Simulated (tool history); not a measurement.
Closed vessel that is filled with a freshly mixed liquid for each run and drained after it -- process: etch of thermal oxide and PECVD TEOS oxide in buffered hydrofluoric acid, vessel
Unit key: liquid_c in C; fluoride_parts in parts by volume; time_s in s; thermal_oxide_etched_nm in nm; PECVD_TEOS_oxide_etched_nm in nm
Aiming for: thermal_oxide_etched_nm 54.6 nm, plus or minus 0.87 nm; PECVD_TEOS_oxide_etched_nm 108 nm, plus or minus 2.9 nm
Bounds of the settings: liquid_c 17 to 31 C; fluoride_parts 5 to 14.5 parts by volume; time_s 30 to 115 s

run,hour,liquid_c,fluoride_parts,time_s,thermal_oxide_etched_nm,PECVD_TEOS_oxide_etched_nm
1,0,23,9,60,80.195,158.91
2,1.2,23,10.5,60,71.693,140.01
3,5.9,25.5,10.5,60,81.533,161.04
4,12.4,23.5,10.5,60,73.216,144.85
5,17.5,22,10.5,60,67.631,131.24
6,24.4,21,10.5,60,64.309,124.3
7,32,20.5,10.5,60,62.307,124.43
8,35.9,20,10.5,60,60.692,118.52
9,37.5,19.5,10.5,60,58.83,116.56
10,45.1,19,10.5,60,57.283,112.85
11,48.3,18.5,10.5,60,56.088,109.56

Below are 4 possible settings for the next run. Only one of them brings all results inside the allowed miss of their targets. Which is it?
A,51.5,20,13,70,?,?
B,51.5,17,9,60,?,?
C,51.5,18.5,5,30,?,?
D,51.5,23,9.5,45,?,?

move,thermal_oxide_etched_nm,PECVD_TEOS_oxide_etched_nm
A,57.4,113.56
B,57.334,113.43
C,54.682,108.19
D,58.153,115.05
A: lands further from the targets than the last run did
B: lands further from the targets than the last run did
C: in spec on every target
D: lands further from the targets than the last run did
Answer: C

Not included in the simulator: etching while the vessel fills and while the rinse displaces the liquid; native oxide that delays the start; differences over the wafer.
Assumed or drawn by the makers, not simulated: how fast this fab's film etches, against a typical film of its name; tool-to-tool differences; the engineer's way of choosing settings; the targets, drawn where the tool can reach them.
